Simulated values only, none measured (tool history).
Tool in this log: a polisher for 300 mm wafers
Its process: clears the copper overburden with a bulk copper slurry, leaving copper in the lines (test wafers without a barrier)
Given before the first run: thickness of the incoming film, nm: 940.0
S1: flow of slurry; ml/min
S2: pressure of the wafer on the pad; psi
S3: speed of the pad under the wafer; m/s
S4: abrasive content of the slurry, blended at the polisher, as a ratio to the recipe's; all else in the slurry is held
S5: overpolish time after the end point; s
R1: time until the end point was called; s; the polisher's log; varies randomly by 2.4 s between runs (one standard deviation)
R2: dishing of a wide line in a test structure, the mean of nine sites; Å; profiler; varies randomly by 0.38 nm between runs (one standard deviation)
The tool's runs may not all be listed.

{"run": 1, "hour": 0.0, "S1": 200, "S2": 1.8, "S3": 1.36, "S4": 1, "S5": 11, "R1": 130.27, "R2": 487.73}
{"run": 2, "hour": 5.6, "S1": 200, "S2": 1.7, "S3": 1.38, "S4": 1, "S5": 10, "R1": 137.26, "R2": 428.22}
{"run": 3, "hour": 11.3, "S1": 155, "S2": 1.7, "S3": 1.38, "S4": 1, "S5": 10, "R1": 139.51, "R2": 422.29}
{"run": 4, "hour": 19.0, "S1": 155, "S2": 1.5, "S3": 1.38, "S4": 1, "S5": 10, "R1": 157.42, "R2": 387.45}
{"run": 5, "hour": 25.5, "S1": 155, "S2": 1.5, "S3": 1.38, "S4": 1, "S5": 5, "R1": 156.85, "R2": 215.96}
{"run": 6, "hour": 27.8, "S1": 155, "S2": 1.2, "S3": 1.38, "S4": 1, "S5": 5, "R1": 195.81, "R2": 177.31}
{"run": 7, "hour": 34.7, "S1": 155, "S2": 1.3, "S3": 1.38, "S4": 1, "S5": 5, "R1": 180.37, "R2": 187.89}

For run 8, what comes out?
{"run": 8, "hour": 38.6, "S1": 155, "S2": 1.5, "S3": 1.38, "S4": 1, "S5": 5, "R1": "?", "R2": "?"}

{"run 8": {"R1": 157.32, "R2": 213.45}}

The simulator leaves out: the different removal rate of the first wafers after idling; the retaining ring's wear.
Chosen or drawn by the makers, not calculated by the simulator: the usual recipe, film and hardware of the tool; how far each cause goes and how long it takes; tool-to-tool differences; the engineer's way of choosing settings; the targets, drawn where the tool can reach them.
